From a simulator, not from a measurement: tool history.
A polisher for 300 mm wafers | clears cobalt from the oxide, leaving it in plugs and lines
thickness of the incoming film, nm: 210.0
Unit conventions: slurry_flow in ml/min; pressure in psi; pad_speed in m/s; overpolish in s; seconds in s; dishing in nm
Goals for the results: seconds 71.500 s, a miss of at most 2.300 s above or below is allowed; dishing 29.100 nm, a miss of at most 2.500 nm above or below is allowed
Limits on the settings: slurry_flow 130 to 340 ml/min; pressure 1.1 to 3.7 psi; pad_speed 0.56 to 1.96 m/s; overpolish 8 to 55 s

run 1 day=0.000 | slurry_flow=220 pressure=2.4 pad_speed=1.26 overpolish=28 | seconds=32.957 dishing=51.026
run 2 day=0.338 | slurry_flow=175 pressure=2.4 pad_speed=1.26 overpolish=28 | seconds=34.167 dishing=51.858
run 3 day=0.488 | slurry_flow=175 pressure=1.9 pad_speed=1.26 overpolish=28 | seconds=42.042 dishing=48.505
run 4 day=0.625 | slurry_flow=175 pressure=2.4 pad_speed=1.26 overpolish=28 | seconds=34.437 dishing=50.862
run 5 day=0.996 | slurry_flow=175 pressure=2.6 pad_speed=1.26 overpolish=28 | seconds=31.942 dishing=50.330
run 6 day=1.179 | slurry_flow=175 pressure=2.6 pad_speed=0.98 overpolish=28 | seconds=37.671 dishing=51.821
run 7 day=1.342 | slurry_flow=165 pressure=2.2 pad_speed=0.98 overpolish=22 | seconds=45.286 dishing=43.867
run 8 day=1.417 | slurry_flow=155 pressure=1.9 pad_speed=1.00 overpolish=18 | seconds=51.416 dishing=38.880
run 9 day=1.446 | slurry_flow=150 pressure=1.7 pad_speed=1.00 overpolish=15 | seconds=57.817 dishing=32.885
run 10 day=1.596 | slurry_flow=150 pressure=1.6 pad_speed=1.00 overpolish=15 | seconds=61.396 dishing=33.438
run 11 day=1.692 | slurry_flow=150 pressure=1.5 pad_speed=1.00 overpolish=14 | seconds=64.877 dishing=29.402

Next run, 5 choices. One meets every target within its allowed miss, the rest don't. Which?
run A day=1.788 | slurry_flow=155 pressure=1.6 pad_speed=0.98 overpolish=17 | seconds=? dishing=?
run B day=1.788 | slurry_flow=135 pressure=2.1 pad_speed=0.62 overpolish=21 | seconds=? dishing=?
run C day=1.788 | slurry_flow=135 pressure=1.7 pad_speed=1.08 overpolish=14 | seconds=? dishing=?
run D day=1.788 | slurry_flow=225 pressure=1.3 pad_speed=0.96 overpolish=16 | seconds=? dishing=?
run E day=1.788 | slurry_flow=135 pressure=1.6 pad_speed=0.84 overpolish=23 | seconds=? dishing=?

move=A seconds=62.061 dishing=35.361
move=B seconds=67.417 dishing=38.045
move=C seconds=56.131 dishing=33.388
move=D seconds=72.307 dishing=31.011
move=E seconds=71.432 dishing=38.750
A: its largest miss is bigger than the last run's
B: its largest miss is bigger than the last run's
C: its largest miss is bigger than the last run's
D: every result lands within tolerance
E: brings the last run's worst result on target, with another outside its allowed miss
D is the move that brings every result within its allowed miss.
